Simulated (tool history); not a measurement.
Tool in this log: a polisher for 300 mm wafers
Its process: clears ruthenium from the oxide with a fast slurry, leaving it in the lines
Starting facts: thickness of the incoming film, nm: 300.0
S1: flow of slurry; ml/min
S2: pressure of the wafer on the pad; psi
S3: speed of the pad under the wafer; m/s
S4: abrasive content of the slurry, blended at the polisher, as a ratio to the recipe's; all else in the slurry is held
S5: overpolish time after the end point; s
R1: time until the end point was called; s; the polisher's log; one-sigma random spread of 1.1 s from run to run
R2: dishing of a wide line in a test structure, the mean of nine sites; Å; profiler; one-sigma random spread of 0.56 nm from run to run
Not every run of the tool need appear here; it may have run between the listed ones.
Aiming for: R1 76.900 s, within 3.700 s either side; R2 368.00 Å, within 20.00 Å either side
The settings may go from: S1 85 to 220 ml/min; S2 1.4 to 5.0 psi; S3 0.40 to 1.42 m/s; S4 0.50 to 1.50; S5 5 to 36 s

run,hour,S1,S2,S3,S4,S5,R1,R2
1,0.0,140,3.2,0.90,1.00,18,65.646,624.85
2,4.6,140,3.1,0.90,1.00,17,70.256,585.30
3,13.2,145,3.1,0.90,1.00,16,66.208,584.03
4,18.5,140,3.0,0.90,1.00,15,69.614,526.37
5,21.3,125,3.0,0.90,1.00,15,72.608,513.31
6,25.6,125,3.0,0.90,1.15,15,65.972,530.00
7,32.0,125,2.9,0.90,1.15,14,69.507,500.99
8,36.2,125,2.9,0.90,1.15,13,69.966,472.10
9,41.4,125,2.9,0.90,1.15,12,70.206,434.17
10,42.0,120,2.8,0.90,1.15,11,73.290,387.30

Below are 4 possible settings for the next run. Only one of them brings all results inside the allowed miss of their targets. Which is it?
A,42.6,130,2.4,0.92,1.15,11,?,?
B,42.6,120,2.7,0.82,1.15,13,?,?
C,42.6,115,2.8,0.98,1.20,11,?,?
D,42.6,130,2.6,1.00,1.00,13,?,?

move,R1,R2
A,77.450,371.19
B,78.738,423.69
C,66.601,423.82
D,73.095,451.83
A: meets every target
B: corrects the largest miss of the last run, while another result sits out of spec
C: lands further from the targets than the last run did
D: lands further from the targets than the last run did
The right move is A.
